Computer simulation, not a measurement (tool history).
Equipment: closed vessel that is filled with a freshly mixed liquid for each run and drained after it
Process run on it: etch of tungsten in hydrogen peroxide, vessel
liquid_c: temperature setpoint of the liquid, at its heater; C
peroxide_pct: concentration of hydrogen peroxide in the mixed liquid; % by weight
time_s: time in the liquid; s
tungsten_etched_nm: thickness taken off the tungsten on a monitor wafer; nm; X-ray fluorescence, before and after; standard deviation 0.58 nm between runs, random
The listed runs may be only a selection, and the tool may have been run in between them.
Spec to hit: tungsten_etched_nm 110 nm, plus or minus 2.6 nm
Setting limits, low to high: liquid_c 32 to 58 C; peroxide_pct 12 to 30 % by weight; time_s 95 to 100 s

| run | hour | liquid_c | peroxide_pct | time_s | tungsten_etched_nm |
|---|---|---|---|---|---|
| 1 | 0 | 42 | 20.5 | 95 | 71.1 |
| 2 | 7.4 | 43.5 | 20.5 | 95 | 78.176 |
| 3 | 15.8 | 40 | 20.5 | 95 | 62.563 |
| 4 | 22.9 | 36.5 | 20.5 | 95 | 49.155 |
| 5 | 25.4 | 39.5 | 20.5 | 95 | 60.391 |
| 6 | 33.4 | 39.5 | 18 | 95 | 56.708 |
| 7 | 40.1 | 42 | 18 | 95 | 65.91 |
| 8 | 42.5 | 44 | 18 | 95 | 74.679 |
| 9 | 49.6 | 45.5 | 18 | 95 | 82.88 |
| 10 | 53.8 | 46.5 | 18 | 95 | 89.099 |
| 11 | 56.8 | 47.5 | 18 | 95 | 93.89 |
| 12 | 64 | 48 | 18 | 95 | 97.093 |
| 13 | 65.8 | 48.5 | 18 | 95 | 100.35 |
| 14 | 73.4 | 49 | 18 | 95 | 103.24 |
| 15 | 81 | 49.5 | 18 | 95 | 106.51 |

Consider the 4 candidate settings below. Which is the only one whose results all fall within their allowed miss of target?
| A | 88.6 | 49 | 18.5 | 95 | ? |
| B | 88.6 | 48.5 | 19.5 | 100 | ? |
| C | 88.6 | 50 | 18.5 | 100 | ? |
| D | 88.6 | 49 | 18 | 95 | ? |

| move | tungsten_etched_nm |
|---|---|
| A | 104.36 |
| B | 109.36 |
| C | 116.8 |
| D | 102.94 |
A: its largest miss is bigger than the last run's
B: every result lands within tolerance
C: carries the result that was furthest off beyond its target, to the other side
D: its largest miss is bigger than the last run's
B meets every target.
